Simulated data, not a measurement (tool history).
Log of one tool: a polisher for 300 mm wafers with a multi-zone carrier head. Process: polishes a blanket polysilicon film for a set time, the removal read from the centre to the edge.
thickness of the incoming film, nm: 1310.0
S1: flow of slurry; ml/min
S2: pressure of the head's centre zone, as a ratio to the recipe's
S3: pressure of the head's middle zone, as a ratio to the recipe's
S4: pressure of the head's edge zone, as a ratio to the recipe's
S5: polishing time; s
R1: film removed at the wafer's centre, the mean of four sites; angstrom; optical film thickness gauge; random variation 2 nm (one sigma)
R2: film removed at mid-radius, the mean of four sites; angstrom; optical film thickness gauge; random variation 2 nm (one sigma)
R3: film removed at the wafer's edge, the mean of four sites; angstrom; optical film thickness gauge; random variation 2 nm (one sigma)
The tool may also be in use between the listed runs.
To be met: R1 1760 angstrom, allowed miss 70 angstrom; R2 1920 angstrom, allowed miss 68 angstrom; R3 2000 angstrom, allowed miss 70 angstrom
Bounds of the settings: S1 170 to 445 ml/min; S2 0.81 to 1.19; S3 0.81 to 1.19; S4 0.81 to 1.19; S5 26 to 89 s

| run | hour | S1 | S2 | S3 | S4 | S5 | R1 | R2 | R3 |
|---|---|---|---|---|---|---|---|---|---|
| 1 | 0 | 285 | 1 | 1 | 1 | 57 | 2909.6 | 2827.5 | 2955.4 |
| 2 | 1.5 | 285 | 1 | 0.93 | 1 | 57 | 2928.7 | 2717 | 2949.7 |
| 3 | 3 | 285 | 1 | 0.97 | 1 | 57 | 2845.8 | 2787.1 | 2981.7 |
| 4 | 5.5 | 280 | 0.96 | 0.95 | 0.97 | 51 | 2503.3 | 2490.8 | 2606 |
| 5 | 6.3 | 270 | 0.92 | 0.93 | 0.96 | 47 | 2296.1 | 2194.1 | 2348.3 |
| 6 | 12.4 | 270 | 0.89 | 0.96 | 0.98 | 44 | 2058 | 2160.7 | 2230.7 |
| 7 | 13.2 | 260 | 0.87 | 0.95 | 0.98 | 43 | 1951.3 | 2087.5 | 2176.8 |
| 8 | 16.6 | 250 | 0.85 | 0.94 | 0.97 | 42 | 1889.5 | 2004.1 | 2131.3 |
| 9 | 23.9 | 240 | 0.81 | 0.95 | 0.91 | 39 | 1643.7 | 1864.4 | 1944.6 |
| 10 | 31.8 | 250 | 0.82 | 0.95 | 0.92 | 39 | 1656 | 1884.5 | 1938.4 |

5 next moves are on the table. One of them brings every result within its allowed miss. Which?
| A | 39.7 | 270 | 0.91 | 1 | 0.94 | 37 | ? | ? | ? |
| B | 39.7 | 195 | 0.81 | 1 | 0.88 | 39 | ? | ? | ? |
| C | 39.7 | 235 | 0.81 | 1.02 | 0.91 | 37 | ? | ? | ? |
| D | 39.7 | 225 | 0.81 | 0.93 | 0.9 | 41 | ? | ? | ? |
| E | 39.7 | 320 | 0.91 | 1.02 | 0.88 | 37 | ? | ? | ? |

| move | R1 | R2 | R3 |
|---|---|---|---|
| A | 1731.9 | 1877.9 | 1875.9 |
| B | 1597.2 | 1892.2 | 1857.4 |
| C | 1564 | 1877.5 | 1825 |
| D | 1720.3 | 1913.5 | 2006 |
| E | 1766.9 | 1944.3 | 1847.9 |
A: brings the result that was furthest off to its target, and leaves another outside
B: further off than the last run
C: further off than the last run
D: meets every target
E: brings the result that was furthest off to its target, and leaves another outside
Answer: D
